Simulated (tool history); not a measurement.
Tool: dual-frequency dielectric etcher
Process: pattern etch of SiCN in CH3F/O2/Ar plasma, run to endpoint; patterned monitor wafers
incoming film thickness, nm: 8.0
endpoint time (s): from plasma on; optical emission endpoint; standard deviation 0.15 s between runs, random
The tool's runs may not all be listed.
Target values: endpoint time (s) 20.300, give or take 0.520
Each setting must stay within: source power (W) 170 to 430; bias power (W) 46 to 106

Run 1, hour 0.0: source power (W) 300, bias power (W) 76. Result: endpoint time (s) 25.173.
Run 2, hour 3.2: source power (W) 300, bias power (W) 89. Result: endpoint time (s) 23.693.
Run 3, hour 10.7: source power (W) 310, bias power (W) 90. Result: endpoint time (s) 23.151.
Run 4, hour 16.6: source power (W) 320, bias power (W) 91. Result: endpoint time (s) 23.000.
Run 5, hour 24.9: source power (W) 330, bias power (W) 92. Result: endpoint time (s) 22.473.
Run 6, hour 32.7: source power (W) 340, bias power (W) 93. Result: endpoint time (s) 22.135.
Run 7, hour 38.8: source power (W) 350, bias power (W) 94. Result: endpoint time (s) 21.497.
Run 8, hour 39.7: source power (W) 370, bias power (W) 95. Result: endpoint time (s) 21.188.
Run 9, hour 42.3: source power (W) 410, bias power (W) 100. Result: endpoint time (s) 19.625.

Pick the move, out of 4, that brings all results within their allowed miss; only one does.
Run A, hour 44.9: source power (W) 410, bias power (W) 106. Result: endpoint time (s) ?.
Run B, hour 44.9: source power (W) 430, bias power (W) 106. Result: endpoint time (s) ?.
Run C, hour 44.9: source power (W) 400, bias power (W) 96. Result: endpoint time (s) ?.
Run D, hour 44.9: source power (W) 430, bias power (W) 98. Result: endpoint time (s) ?.

move  endpoint time (s)
   A             19.429
   B             19.040
   C             20.321
   D             19.564
A: the biggest miss grows against the last run
B: the biggest miss grows against the last run
C: every result within its allowed miss
D: the biggest miss grows against the last run
Go with C: it meets all targets.

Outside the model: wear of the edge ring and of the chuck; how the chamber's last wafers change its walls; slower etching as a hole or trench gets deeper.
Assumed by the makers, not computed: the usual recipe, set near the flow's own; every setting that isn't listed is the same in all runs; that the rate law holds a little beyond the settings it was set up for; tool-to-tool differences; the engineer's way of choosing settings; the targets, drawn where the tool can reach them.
